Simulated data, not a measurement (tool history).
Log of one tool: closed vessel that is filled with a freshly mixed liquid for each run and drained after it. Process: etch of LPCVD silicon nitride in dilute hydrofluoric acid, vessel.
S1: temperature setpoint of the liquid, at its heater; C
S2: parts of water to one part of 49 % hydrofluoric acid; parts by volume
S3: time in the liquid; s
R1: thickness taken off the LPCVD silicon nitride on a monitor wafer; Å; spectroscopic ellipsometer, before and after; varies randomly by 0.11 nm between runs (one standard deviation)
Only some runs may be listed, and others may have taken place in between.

| run | day | S1 | S2 | S3 | R1 |
|---|---|---|---|---|---|
| 1 | 0 | 24 | 65 | 1015 | 90.487 |
| 2 | 0.35 | 24 | 65 | 810 | 71.812 |
| 3 | 0.504 | 25.5 | 60 | 810 | 86.004 |
| 4 | 0.529 | 25.5 | 60 | 1015 | 107.56 |
| 5 | 0.588 | 28 | 60 | 1015 | 125.09 |
|  | 0.85 | thermometer replaced |
| 6 | 0.85 | 28 | 60 | 810 | 88.59 |

The next listed run, before its measurement:
| 7 | 0.883 | 28.5 | 55 | 810 | ? |

R1: 101.25 Å

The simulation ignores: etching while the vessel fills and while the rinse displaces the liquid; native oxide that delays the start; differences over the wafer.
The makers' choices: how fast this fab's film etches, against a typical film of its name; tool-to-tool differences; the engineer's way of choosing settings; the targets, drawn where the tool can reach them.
